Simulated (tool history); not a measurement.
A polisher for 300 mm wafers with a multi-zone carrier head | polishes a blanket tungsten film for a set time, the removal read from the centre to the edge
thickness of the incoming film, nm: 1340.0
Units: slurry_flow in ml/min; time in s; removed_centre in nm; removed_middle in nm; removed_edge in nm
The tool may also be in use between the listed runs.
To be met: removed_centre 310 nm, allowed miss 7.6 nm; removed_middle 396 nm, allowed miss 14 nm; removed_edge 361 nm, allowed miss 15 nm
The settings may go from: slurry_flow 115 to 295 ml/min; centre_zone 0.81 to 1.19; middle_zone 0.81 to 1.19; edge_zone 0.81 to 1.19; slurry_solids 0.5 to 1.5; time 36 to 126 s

run,hour,slurry_flow,centre_zone,middle_zone,edge_zone,slurry_solids,time,removed_centre,removed_middle,removed_edge
1,0,190,1,1,1,1,81,321.52,320.17,321.61
2,1.8,190,1,1,0.96,1,81,321.27,325.56,309.32
3,3.5,190,1,1,0.96,1.2,81,326.39,335.67,322.38
4,7.3,190,1.05,1,0.96,1.2,81,348.73,330.3,318.09
5,9.8,190,1.05,1,0.96,1.2,93,405.47,384.55,370
6,10.8,185,1.03,1,0.96,1.2,93,391.91,384.14,363.87
7,15.8,135,0.93,1.06,1.06,1.25,93,327.02,382.02,363.74
8,20,125,0.91,1.09,1.06,1.3,93,317.11,379.07,364.36
9,23.9,125,0.91,1.1,1.06,1.3,93,316.05,380.71,359.98

5 next moves are on the table. One of them brings every result within its allowed miss. Which?
A,27.8,145,0.96,1.19,1.04,1.1,91,?,?,?
B,27.8,125,0.96,1.03,1.11,1.3,90,?,?,?
C,27.8,120,0.99,1.07,0.99,1.4,88,?,?,?
D,27.8,115,0.94,1.07,1.03,1.4,90,?,?,?
E,27.8,165,0.86,1.12,1.01,1.05,93,?,?,?

move,removed_centre,removed_middle,removed_edge
A,331.93,399.47,350.77
B,323.49,352.78,359.87
C,326.37,355.04,334.13
D,312.18,358.55,345.28
E,310.68,398.66,358.04
A: brings the result that was furthest off to its target, and leaves another outside
B: further off than the last run
C: further off than the last run
D: further off than the last run
E: meets every target
Answer: E

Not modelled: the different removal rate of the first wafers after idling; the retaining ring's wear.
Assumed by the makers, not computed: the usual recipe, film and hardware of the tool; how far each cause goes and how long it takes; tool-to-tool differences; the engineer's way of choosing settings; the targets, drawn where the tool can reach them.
